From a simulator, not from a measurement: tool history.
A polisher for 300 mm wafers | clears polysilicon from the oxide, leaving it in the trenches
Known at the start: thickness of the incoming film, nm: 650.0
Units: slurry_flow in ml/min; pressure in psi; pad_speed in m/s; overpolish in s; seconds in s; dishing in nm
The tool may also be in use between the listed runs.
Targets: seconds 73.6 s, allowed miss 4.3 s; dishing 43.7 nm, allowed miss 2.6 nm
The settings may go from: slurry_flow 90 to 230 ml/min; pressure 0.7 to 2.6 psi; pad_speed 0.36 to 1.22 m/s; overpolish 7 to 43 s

run  hour  slurry_flow  pressure  pad_speed  overpolish  seconds  dishing
  1     0          150       1.6       0.78          22      119    46.98
  2   4.2          160       1.6       0.78          22    121.1   46.843
  3   9.7          160       1.6       0.78          16   118.24   41.224
  4  12.7          160       1.7       0.78          16   109.66   43.752
  5  20.3          160       1.7       0.68          16   129.47   40.996
  6  22.4          160       1.7       0.68          12   128.57   36.065
  7  29.8          160       1.8       0.68          12   119.41   36.751
  8  33.2          160       1.9       0.68          12   115.13   39.175
  9  41.1          160         2       0.68          11   109.28   37.953
 10  43.4          160       2.1       0.68          11   103.26   37.658
 11  49.9          160       2.2       0.68          11   95.475   39.899
 12  52.7          160       2.4        0.7          11   88.111   41.416
 13    55          160       2.5       0.74          10   80.768   41.988

5 next moves are on the table. One of them brings every result within its allowed miss. Which?
  A  57.3          160       2.3       0.68          12        ?        ?
  B  57.3          205       2.5       0.64          12        ?        ?
  C  57.3          185         2       0.78          13        ?        ?
  D  57.3          190       2.6       0.76          11        ?        ?
  E  57.3          165       1.8        0.8          18        ?        ?

move  seconds  dishing
   A   93.642   41.453
   B   88.012   42.434
   C   91.771   43.016
   D   72.508   44.014
   E   101.09    46.09
A: further off than the last run
B: further off than the last run
C: further off than the last run
D: meets every target
E: further off than the last run
Move D is the one to make.
